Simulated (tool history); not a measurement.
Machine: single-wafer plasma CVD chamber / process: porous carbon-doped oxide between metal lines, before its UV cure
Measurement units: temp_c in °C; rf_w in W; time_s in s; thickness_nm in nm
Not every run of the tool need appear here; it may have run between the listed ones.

{"run": 1, "hour": 0.0, "temp_c": 310, "rf_w": 640, "time_s": 14.1, "thickness_nm": 80.333}
{"run": 2, "hour": 1.2, "temp_c": 314, "rf_w": 600, "time_s": 14, "thickness_nm": 74.552}
{"run": 3, "hour": 3.1, "temp_c": 310, "rf_w": 600, "time_s": 14, "thickness_nm": 75.471}
{"run": 4, "hour": 10.7, "temp_c": 313, "rf_w": 570, "time_s": 13.9, "thickness_nm": 70.911}
{"run": 5, "hour": 17.2, "temp_c": 318, "rf_w": 570, "time_s": 13.9, "thickness_nm": 68.972}
{"run": 6, "hour": 22.1, "temp_c": 318, "rf_w": 570, "time_s": 13.4, "thickness_nm": 67.016}
{"run": 7, "hour": 26.5, "temp_c": 321, "rf_w": 565, "time_s": 13.4, "thickness_nm": 65.219}

What does the tool deliver on the next run?
{"run": 8, "hour": 30.7, "temp_c": 323, "rf_w": 560, "time_s": 13.4, "thickness_nm": "?"}

Run 8 gave thickness_nm 64.311 nm.
